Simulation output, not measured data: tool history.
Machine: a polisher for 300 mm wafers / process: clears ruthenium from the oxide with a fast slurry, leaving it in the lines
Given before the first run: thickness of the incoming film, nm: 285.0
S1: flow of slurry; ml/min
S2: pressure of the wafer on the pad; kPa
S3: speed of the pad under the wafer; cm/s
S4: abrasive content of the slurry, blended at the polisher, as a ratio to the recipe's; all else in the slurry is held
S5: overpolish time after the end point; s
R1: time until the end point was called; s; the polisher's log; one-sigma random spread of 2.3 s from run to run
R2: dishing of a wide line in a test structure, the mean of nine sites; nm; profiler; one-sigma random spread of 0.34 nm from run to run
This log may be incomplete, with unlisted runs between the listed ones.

Run 1, hour 0: S1 210 ml/min, S2 11.7 kPa, S3 90 cm/s, S4 1, S5 17 s. Result: R1 129.64 s, R2 26.221 nm.
Run 2, hour 4.3: S1 210 ml/min, S2 11.7 kPa, S3 90 cm/s, S4 1, S5 14 s. Result: R1 130.05 s, R2 21.435 nm.
Run 3, hour 11.7: S1 210 ml/min, S2 11.7 kPa, S3 80 cm/s, S4 1, S5 14 s. Result: R1 144.78 s, R2 19.78 nm.
Run 4, hour 17.9: S1 210 ml/min, S2 13.1 kPa, S3 80 cm/s, S4 1, S5 14 s. Result: R1 130.25 s, R2 21.194 nm.
Run 5, hour 23.7: S1 245 ml/min, S2 13.1 kPa, S3 80 cm/s, S4 1, S5 14 s. Result: R1 125.65 s, R2 21.814 nm.
Run 6, hour 32.1: S1 245 ml/min, S2 13.1 kPa, S3 80 cm/s, S4 1.2, S5 14 s. Result: R1 116.87 s, R2 24.149 nm.
Run 7, hour 35.3: S1 245 ml/min, S2 13.1 kPa, S3 80 cm/s, S4 1.2, S5 13 s. Result: R1 118.62 s, R2 22.383 nm.

Run 8, settings as shown, results not yet in. Your forecast:
Run 8, hour 36.3: S1 245 ml/min, S2 13.1 kPa, S3 80 cm/s, S4 1.2, S5 12 s. Result: R1 ?, R2 ?.

For run 8 the tool returned R1 118.03 s, R2 20.795 nm.

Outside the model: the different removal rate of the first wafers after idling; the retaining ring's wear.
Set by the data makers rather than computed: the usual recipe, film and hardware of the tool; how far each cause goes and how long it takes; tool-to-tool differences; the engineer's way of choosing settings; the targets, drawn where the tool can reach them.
